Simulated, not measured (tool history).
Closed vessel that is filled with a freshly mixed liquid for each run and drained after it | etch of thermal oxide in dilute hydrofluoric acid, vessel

run,day,temperature setpoint of the liquid (°C),parts of water to one part of 49 % hydrofluoric acid (parts by volume),time in the liquid (s),thickness taken off the thermal oxide on a monitor wafer (nm)
1,0,25,190,305,6.6536
2,0.083,27,170,305,8.243
3,0.196,24,170,305,7.3981
4,0.575,26.5,155,305,9.0517
# day 0.925: hydrofluoric acid flow meter replaced
5,0.925,26.5,155,180,6.0242
6,1.188,26.5,120,180,8.1221
7,1.529,28,100,190,11.174
8,1.85,29.5,100,190,11.848
9,2.071,30.5,100,190,12.322

Run 10 comes next. What will it give?
10,2.179,31,95,190,?

thickness taken off the thermal oxide on a monitor wafer (nm): 13.338

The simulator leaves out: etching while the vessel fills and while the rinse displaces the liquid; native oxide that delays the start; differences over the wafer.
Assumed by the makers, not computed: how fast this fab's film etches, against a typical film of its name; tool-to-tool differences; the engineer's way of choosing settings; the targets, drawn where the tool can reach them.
